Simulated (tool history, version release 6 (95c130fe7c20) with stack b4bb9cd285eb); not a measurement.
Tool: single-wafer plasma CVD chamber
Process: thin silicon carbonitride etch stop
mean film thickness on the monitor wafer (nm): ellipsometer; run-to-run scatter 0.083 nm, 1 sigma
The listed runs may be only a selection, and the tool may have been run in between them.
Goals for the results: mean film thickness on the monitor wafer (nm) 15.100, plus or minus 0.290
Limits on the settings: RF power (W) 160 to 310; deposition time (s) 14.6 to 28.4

run	day	RF power (W)	deposition time (s)	mean film thickness on the monitor wafer (nm)
1	0.000	235	21.5	11.526
2	0.042	250	21.5	11.771
3	0.317	250	24.1	13.275
4	0.508	280	24.1	13.782
5	0.800	310	24.1	14.407
6	1.162	310	24.1	14.261
7	1.312	310	24.5	14.560
8	1.575	310	24.8	14.760

Which one of the following 4 next-run settings gets every result inside its allowed miss? There is exactly one.
A	1.838	310	24.1	?
B	1.838	270	26.8	?
C	1.838	310	23.9	?
D	1.838	305	24.7	?

move	mean film thickness on the monitor wafer (nm)
A	14.396
B	15.217
C	14.277
D	14.668
A: further off than the last run
B: every result within its allowed miss
C: further off than the last run
D: further off than the last run
Go with B: it meets all targets.
